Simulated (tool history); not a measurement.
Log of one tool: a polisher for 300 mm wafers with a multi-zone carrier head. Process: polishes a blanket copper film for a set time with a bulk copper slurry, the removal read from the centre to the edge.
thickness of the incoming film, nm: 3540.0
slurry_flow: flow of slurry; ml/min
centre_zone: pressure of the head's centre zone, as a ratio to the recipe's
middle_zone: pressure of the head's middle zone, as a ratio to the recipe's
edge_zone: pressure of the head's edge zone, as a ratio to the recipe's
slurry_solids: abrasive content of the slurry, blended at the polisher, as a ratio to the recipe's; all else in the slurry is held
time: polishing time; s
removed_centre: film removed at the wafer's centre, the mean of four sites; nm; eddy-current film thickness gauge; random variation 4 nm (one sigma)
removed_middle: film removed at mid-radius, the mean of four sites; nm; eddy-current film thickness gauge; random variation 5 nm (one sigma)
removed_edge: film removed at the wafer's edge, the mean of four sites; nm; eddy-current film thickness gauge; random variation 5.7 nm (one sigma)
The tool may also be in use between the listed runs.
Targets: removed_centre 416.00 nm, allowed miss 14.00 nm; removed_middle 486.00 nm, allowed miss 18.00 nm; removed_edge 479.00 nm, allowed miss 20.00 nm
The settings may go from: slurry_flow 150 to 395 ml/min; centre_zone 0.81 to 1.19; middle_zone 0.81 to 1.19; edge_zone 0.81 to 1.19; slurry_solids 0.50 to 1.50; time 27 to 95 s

{"run": 1, "hour": 0.0, "slurry_flow": 250, "centre_zone": 1.0, "middle_zone": 1.0, "edge_zone": 1.0, "slurry_solids": 1.0, "time": 61, "removed_centre": 506.26, "removed_middle": 535.86, "removed_edge": 511.68}
{"run": 2, "hour": 3.5, "slurry_flow": 245, "centre_zone": 0.98, "middle_zone": 0.99, "edge_zone": 0.99, "slurry_solids": 0.95, "time": 61, "removed_centre": 494.77, "removed_middle": 527.09, "removed_edge": 506.93}
{"run": 3, "hour": 12.1, "slurry_flow": 240, "centre_zone": 0.96, "middle_zone": 0.98, "edge_zone": 0.99, "slurry_solids": 0.9, "time": 61, "removed_centre": 486.84, "removed_middle": 524.69, "removed_edge": 506.79}
{"run": 4, "hour": 20.5, "slurry_flow": 190, "centre_zone": 0.96, "middle_zone": 0.98, "edge_zone": 0.99, "slurry_solids": 0.9, "time": 61, "removed_centre": 472.08, "removed_middle": 492.89, "removed_edge": 501.48}
{"run": 5, "hour": 28.0, "slurry_flow": 240, "centre_zone": 0.96, "middle_zone": 0.98, "edge_zone": 0.99, "slurry_solids": 0.9, "time": 61, "removed_centre": 487.9, "removed_middle": 514.35, "removed_edge": 511.14}
{"run": 6, "hour": 33.9, "slurry_flow": 240, "centre_zone": 0.96, "middle_zone": 0.98, "edge_zone": 0.99, "slurry_solids": 0.9, "time": 53, "removed_centre": 424.96, "removed_middle": 452.6, "removed_edge": 436.95}
{"run": 7, "hour": 36.0, "slurry_flow": 240, "centre_zone": 0.95, "middle_zone": 0.98, "edge_zone": 1.0, "slurry_solids": 0.95, "time": 53, "removed_centre": 424.64, "removed_middle": 453.75, "removed_edge": 438.98}
{"run": 8, "hour": 42.8, "slurry_flow": 250, "centre_zone": 0.87, "middle_zone": 1.03, "edge_zone": 1.1, "slurry_solids": 1.1, "time": 55, "removed_centre": 410.81, "removed_middle": 509.83, "removed_edge": 489.33}

Which of these 5 next moves meets every target?
{"run": "A", "hour": 49.6, "slurry_flow": 235, "centre_zone": 0.85, "middle_zone": 0.95, "edge_zone": 1.17, "slurry_solids": 1.1, "time": 57, "removed_centre": "?", "removed_middle": "?", "removed_edge": "?"}
{"run": "B", "hour": 49.6, "slurry_flow": 230, "centre_zone": 0.92, "middle_zone": 0.86, "edge_zone": 1.19, "slurry_solids": 1.0, "time": 57, "removed_centre": "?", "removed_middle": "?", "removed_edge": "?"}
{"run": "C", "hour": 49.6, "slurry_flow": 225, "centre_zone": 0.99, "middle_zone": 0.9, "edge_zone": 1.08, "slurry_solids": 1.15, "time": 54, "removed_centre": "?", "removed_middle": "?", "removed_edge": "?"}
{"run": "D", "hour": 49.6, "slurry_flow": 315, "centre_zone": 0.92, "middle_zone": 1.03, "edge_zone": 1.17, "slurry_solids": 1.05, "time": 52, "removed_centre": "?", "removed_middle": "?", "removed_edge": "?"}
{"run": "E", "hour": 49.6, "slurry_flow": 170, "centre_zone": 0.97, "middle_zone": 0.88, "edge_zone": 1.19, "slurry_solids": 0.9, "time": 59, "removed_centre": "?", "removed_middle": "?", "removed_edge": "?"}

move=A removed_centre=413.73 removed_middle=486.17 removed_edge=520.06
move=B removed_centre=439.40 removed_middle=439.12 removed_edge=514.90
move=C removed_centre=457.96 removed_middle=441.23 removed_edge=479.39
move=D removed_centre=419.13 removed_middle=484.84 removed_edge=480.73
move=E removed_centre=451.46 removed_middle=437.67 removed_edge=508.66
A: brings the result that was furthest off to its target, and leaves another outside
B: takes the result that was furthest off past its target
C: takes the result that was furthest off past its target
D: meets every target
E: takes the result that was furthest off past its target
The right move is D.
